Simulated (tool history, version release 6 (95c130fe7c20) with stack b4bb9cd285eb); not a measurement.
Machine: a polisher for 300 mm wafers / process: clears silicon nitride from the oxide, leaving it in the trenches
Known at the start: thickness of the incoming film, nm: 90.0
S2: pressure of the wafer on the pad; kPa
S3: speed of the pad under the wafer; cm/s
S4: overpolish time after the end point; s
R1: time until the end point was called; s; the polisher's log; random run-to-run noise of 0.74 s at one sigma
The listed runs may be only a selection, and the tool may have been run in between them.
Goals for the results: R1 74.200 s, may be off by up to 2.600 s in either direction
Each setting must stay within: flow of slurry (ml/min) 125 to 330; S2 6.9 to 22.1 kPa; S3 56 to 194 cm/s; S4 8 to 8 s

{"run": 1, "day": 0.0, "flow of slurry (ml/min)": 210, "S2": 14.5, "S3": 124, "S4": 8, "R1": 91.198}
{"run": 2, "day": 0.033, "flow of slurry (ml/min)": 210, "S2": 15.2, "S3": 124, "S4": 8, "R1": 88.778}
{"run": 3, "day": 0.238, "flow of slurry (ml/min)": 180, "S2": 15.2, "S3": 124, "S4": 8, "R1": 92.358}
{"run": 4, "day": 0.496, "flow of slurry (ml/min)": 195, "S2": 15.2, "S3": 124, "S4": 8, "R1": 90.665}
{"run": 5, "day": 0.704, "flow of slurry (ml/min)": 210, "S2": 15.2, "S3": 124, "S4": 8, "R1": 89.375}
{"run": 6, "day": 1.017, "flow of slurry (ml/min)": 210, "S2": 15.2, "S3": 106, "S4": 8, "R1": 104.9}
{"run": 7, "day": 1.054, "flow of slurry (ml/min)": 220, "S2": 15.9, "S3": 106, "S4": 8, "R1": 100.14}
{"run": 8, "day": 1.138, "flow of slurry (ml/min)": 220, "S2": 20.0, "S3": 108, "S4": 8, "R1": 87.6}
{"run": 9, "day": 1.342, "flow of slurry (ml/min)": 235, "S2": 22.1, "S3": 122, "S4": 8, "R1": 70.381}

Of the 4 settings listed for the next run, only one would bring every result within its allowed miss of target. Which one?
{"run": "A", "day": 1.546, "flow of slurry (ml/min)": 200, "S2": 22.1, "S3": 126, "S4": 8, "R1": "?"}
{"run": "B", "day": 1.546, "flow of slurry (ml/min)": 200, "S2": 21.4, "S3": 138, "S4": 8, "R1": "?"}
{"run": "C", "day": 1.546, "flow of slurry (ml/min)": 185, "S2": 18.6, "S3": 136, "S4": 8, "R1": "?"}
{"run": "D", "day": 1.546, "flow of slurry (ml/min)": 195, "S2": 22.1, "S3": 130, "S4": 8, "R1": "?"}

move=A R1=69.653
move=B R1=65.177
move=C R1=73.337
move=D R1=67.803
A: lands further from the targets than the last run did
B: lands further from the targets than the last run did
C: meets every target
D: lands further from the targets than the last run did
The right move is C.
